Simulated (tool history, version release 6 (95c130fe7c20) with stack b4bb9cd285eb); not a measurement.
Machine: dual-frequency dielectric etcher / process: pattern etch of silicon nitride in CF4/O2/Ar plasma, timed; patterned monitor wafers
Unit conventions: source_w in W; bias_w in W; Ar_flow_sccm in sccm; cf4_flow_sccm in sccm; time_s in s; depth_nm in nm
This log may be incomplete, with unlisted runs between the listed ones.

run 1 day=0.000 | source_w=700 bias_w=53 Ar_flow_sccm=129 cf4_flow_sccm=107 time_s=181.5 | depth_nm=419.93
run 2 day=0.188 | source_w=730 bias_w=53 Ar_flow_sccm=129 cf4_flow_sccm=107 time_s=181.5 | depth_nm=429.17
run 3 day=0.458 | source_w=730 bias_w=53 Ar_flow_sccm=129 cf4_flow_sccm=120 time_s=181.5 | depth_nm=433.73
run 4 day=0.725 | source_w=730 bias_w=53 Ar_flow_sccm=129 cf4_flow_sccm=112 time_s=181.5 | depth_nm=428.99
run 5 day=0.767 | source_w=760 bias_w=53 Ar_flow_sccm=129 cf4_flow_sccm=112 time_s=181.5 | depth_nm=435.35
run 6 day=0.883 | source_w=760 bias_w=60 Ar_flow_sccm=129 cf4_flow_sccm=112 time_s=181.5 | depth_nm=449.14
run 7 day=0.988 | source_w=790 bias_w=60 Ar_flow_sccm=129 cf4_flow_sccm=112 time_s=181.5 | depth_nm=460.24
run 8 day=1.254 | source_w=880 bias_w=60 Ar_flow_sccm=129 cf4_flow_sccm=112 time_s=181.5 | depth_nm=490.32

For run 9, what comes out?
run 9 day=1.450 | source_w=890 bias_w=60 Ar_flow_sccm=129 cf4_flow_sccm=112 time_s=181.5 | depth_nm=?

depth_nm: 484.36 nm

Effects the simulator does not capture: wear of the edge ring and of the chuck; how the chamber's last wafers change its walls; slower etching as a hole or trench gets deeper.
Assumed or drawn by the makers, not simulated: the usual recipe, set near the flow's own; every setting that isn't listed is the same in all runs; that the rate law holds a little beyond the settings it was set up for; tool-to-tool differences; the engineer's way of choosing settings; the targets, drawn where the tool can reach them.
